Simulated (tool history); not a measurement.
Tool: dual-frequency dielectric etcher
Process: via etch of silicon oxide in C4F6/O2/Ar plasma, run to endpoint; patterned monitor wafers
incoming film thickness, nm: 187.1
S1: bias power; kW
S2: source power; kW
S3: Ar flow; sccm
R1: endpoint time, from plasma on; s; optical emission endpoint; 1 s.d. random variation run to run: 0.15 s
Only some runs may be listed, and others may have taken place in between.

Run 1, hour 0: S1 0.582 kW, S2 0.37 kW, S3 260 sccm. Result: R1 39.824 s.
Run 2, hour 6.3: S1 0.582 kW, S2 0.42 kW, S3 260 sccm. Result: R1 38.136 s.
Run 3, hour 12.9: S1 0.601 kW, S2 0.43 kW, S3 259 sccm. Result: R1 37.281 s.
Run 4, hour 16.5: S1 0.617 kW, S2 0.43 kW, S3 258 sccm. Result: R1 36.699 s.
Run 5, hour 18.6: S1 0.617 kW, S2 0.39 kW, S3 258 sccm. Result: R1 38.25 s.
Run 6, hour 20.3: S1 0.636 kW, S2 0.4 kW, S3 257 sccm. Result: R1 37.441 s.
Run 7, hour 25.9: S1 0.652 kW, S2 0.4 kW, S3 256 sccm. Result: R1 37.053 s.

Predict the results of run 8:
Run 8, hour 33.9: S1 0.667 kW, S2 0.4 kW, S3 255 sccm. Result: R1 ?.

R1: 36.92 s

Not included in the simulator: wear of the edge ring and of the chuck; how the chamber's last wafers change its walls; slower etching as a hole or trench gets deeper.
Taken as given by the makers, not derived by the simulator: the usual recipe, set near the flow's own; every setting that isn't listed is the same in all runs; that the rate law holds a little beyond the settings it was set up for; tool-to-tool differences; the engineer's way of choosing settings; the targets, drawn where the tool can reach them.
